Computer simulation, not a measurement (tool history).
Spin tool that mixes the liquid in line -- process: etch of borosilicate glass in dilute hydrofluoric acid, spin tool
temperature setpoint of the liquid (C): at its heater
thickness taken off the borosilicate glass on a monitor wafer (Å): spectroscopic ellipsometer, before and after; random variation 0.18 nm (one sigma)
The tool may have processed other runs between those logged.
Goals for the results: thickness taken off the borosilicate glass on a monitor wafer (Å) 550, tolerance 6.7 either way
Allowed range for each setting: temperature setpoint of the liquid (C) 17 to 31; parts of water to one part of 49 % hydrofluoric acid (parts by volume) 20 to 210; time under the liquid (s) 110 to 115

run  hour  temperature setpoint of the liquid (C)  parts of water to one part of 49 % hydrofluoric acid (parts by volume)  time under the liquid (s)  thickness taken off the borosilicate glass on a monitor wafer (Å)
  1     0                                      23                                                                     115                        110                                                             181.51
  2     4                                      23                                                                     115                        115                                                             188.95
  3   8.5                                      25                                                                     100                        115                                                             239.68
  4  15.3                                    26.5                                                                      85                        115                                                             306.15
  5  17.1                                    27.5                                                                      75                        115                                                             367.02
  6  20.8                                    29.5                                                                      75                        115                                                             396.52
  7  26.6                                      30                                                                      70                        115                                                             437.34
  8  29.1                                      30                                                                      65                        115                                                             472.48
  9  35.6                                      31                                                                      50                        115                                                             652.44
 10    43                                      28                                                                      50                        115                                                             581.23

Pick the move, out of 4, that brings all results within their allowed miss; only one does.
  A  50.4                                    29.5                                                                      55                        110                                                                  ?
  B  50.4                                    28.5                                                                      55                        115                                                                  ?
  C  50.4                                      26                                                                      50                        115                                                                  ?
  D  50.4                                    30.5                                                                      55                        110                                                                  ?

move  thickness taken off the borosilicate glass on a monitor wafer (Å)
   A                                                             533.24
   B                                                             535.95
   C                                                             537.25
   D                                                             554.47
A: takes the result that was furthest off past its target
B: takes the result that was furthest off past its target
C: takes the result that was furthest off past its target
D: in spec on every target
Correct choice: D, which meets every target
